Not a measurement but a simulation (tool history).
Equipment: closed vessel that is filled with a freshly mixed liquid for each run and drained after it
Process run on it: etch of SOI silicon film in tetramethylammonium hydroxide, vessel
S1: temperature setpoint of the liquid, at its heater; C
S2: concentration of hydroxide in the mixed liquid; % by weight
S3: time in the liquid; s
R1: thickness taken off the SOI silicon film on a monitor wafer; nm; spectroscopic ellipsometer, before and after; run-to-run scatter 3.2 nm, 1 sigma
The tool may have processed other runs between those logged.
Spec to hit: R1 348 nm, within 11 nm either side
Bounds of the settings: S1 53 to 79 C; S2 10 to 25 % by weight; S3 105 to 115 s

run,hour,S1,S2,S3,R1
1,0,66,19.5,105,473.54
2,6.5,64.5,19.5,105,428.04
3,10.2,64.5,19.5,115,462.06
4,13.6,64.5,23.5,115,408.28
5,15.5,69.5,23.5,115,544.64
6,20.8,67,23.5,115,469.53
7,28.1,65.5,23.5,115,432.76
8,32.5,61,23.5,115,328.98

Below are 4 possible settings for the next run. Only one of them brings all results inside the allowed miss of their targets. Which is it?
A,36.9,62,22,115,?
B,36.9,61,24,115,?
C,36.9,66.5,25,105,?
D,36.9,61,22.5,115,?

move,R1
A,371.79
B,316.02
C,381.97
D,341.16
A: takes the result that was furthest off past its target
B: the biggest miss grows against the last run
C: takes the result that was furthest off past its target
D: every result lands within tolerance
The right move is D.

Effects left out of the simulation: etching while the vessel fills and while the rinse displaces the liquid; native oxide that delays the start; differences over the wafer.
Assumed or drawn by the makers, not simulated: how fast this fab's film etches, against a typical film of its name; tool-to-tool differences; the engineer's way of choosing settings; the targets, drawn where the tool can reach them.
